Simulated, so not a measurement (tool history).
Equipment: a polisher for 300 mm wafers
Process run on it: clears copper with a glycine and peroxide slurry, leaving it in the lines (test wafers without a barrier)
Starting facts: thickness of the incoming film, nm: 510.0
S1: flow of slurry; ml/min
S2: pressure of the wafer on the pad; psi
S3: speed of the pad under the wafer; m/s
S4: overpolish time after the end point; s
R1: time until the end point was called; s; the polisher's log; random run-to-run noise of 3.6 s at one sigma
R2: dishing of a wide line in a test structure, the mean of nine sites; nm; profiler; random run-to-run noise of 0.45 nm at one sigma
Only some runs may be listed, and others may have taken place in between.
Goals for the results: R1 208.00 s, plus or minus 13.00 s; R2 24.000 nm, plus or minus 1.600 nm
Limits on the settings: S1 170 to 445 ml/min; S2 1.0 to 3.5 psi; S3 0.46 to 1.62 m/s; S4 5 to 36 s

| run | day | S1 | S2 | S3 | S4 | R1 | R2 |
|---|---|---|---|---|---|---|---|
| 1 | 0.000 | 285 | 2.2 | 1.04 | 18 | 118.78 | 27.539 |
| 2 | 0.075 | 215 | 2.2 | 1.04 | 18 | 132.57 | 28.055 |
| 3 | 0.375 | 210 | 2.0 | 1.02 | 18 | 137.78 | 25.525 |
| 4 | 0.567 | 265 | 2.0 | 1.02 | 18 | 132.79 | 26.180 |
| 5 | 0.788 | 260 | 1.8 | 0.98 | 19 | 147.75 | 26.466 |
|  | 0.962 | slurry nozzle cleaned |
| 6 | 0.962 | 255 | 1.6 | 0.96 | 19 | 156.13 | 25.795 |
| 7 | 0.988 | 250 | 1.5 | 0.94 | 19 | 163.64 | 23.807 |
| 8 | 1.188 | 245 | 1.4 | 0.92 | 20 | 172.65 | 25.554 |
| 9 | 1.308 | 240 | 1.3 | 0.90 | 20 | 187.25 | 25.085 |
| 10 | 1.454 | 235 | 1.3 | 0.90 | 20 | 184.96 | 24.156 |
| 11 | 1.750 | 230 | 1.3 | 0.90 | 20 | 185.66 | 24.331 |
| 12 | 1.921 | 225 | 1.3 | 0.90 | 20 | 189.61 | 24.643 |
| 13 | 2.000 | 220 | 1.3 | 0.90 | 20 | 187.49 | 24.218 |

Pick the move, out of 5, that brings all results within their allowed miss; only one does.
| A | 2.079 | 290 | 1.4 | 0.76 | 18 | ? | ? |
| B | 2.079 | 245 | 1.6 | 0.78 | 16 | ? | ? |
| C | 2.079 | 190 | 1.7 | 0.90 | 20 | ? | ? |
| D | 2.079 | 265 | 1.5 | 0.96 | 16 | ? | ? |
| E | 2.079 | 340 | 1.0 | 0.98 | 21 | ? | ? |

| move | R1 | R2 |
|---|---|---|
| A | 183.74 | 22.932 |
| B | 169.03 | 22.332 |
| C | 156.53 | 25.784 |
| D | 158.20 | 22.919 |
| E | 200.40 | 23.652 |
A: misses by more than the last run did
B: misses by more than the last run did
C: misses by more than the last run did
D: misses by more than the last run did
E: all results land within tolerance of their targets
Move E is the one to make.

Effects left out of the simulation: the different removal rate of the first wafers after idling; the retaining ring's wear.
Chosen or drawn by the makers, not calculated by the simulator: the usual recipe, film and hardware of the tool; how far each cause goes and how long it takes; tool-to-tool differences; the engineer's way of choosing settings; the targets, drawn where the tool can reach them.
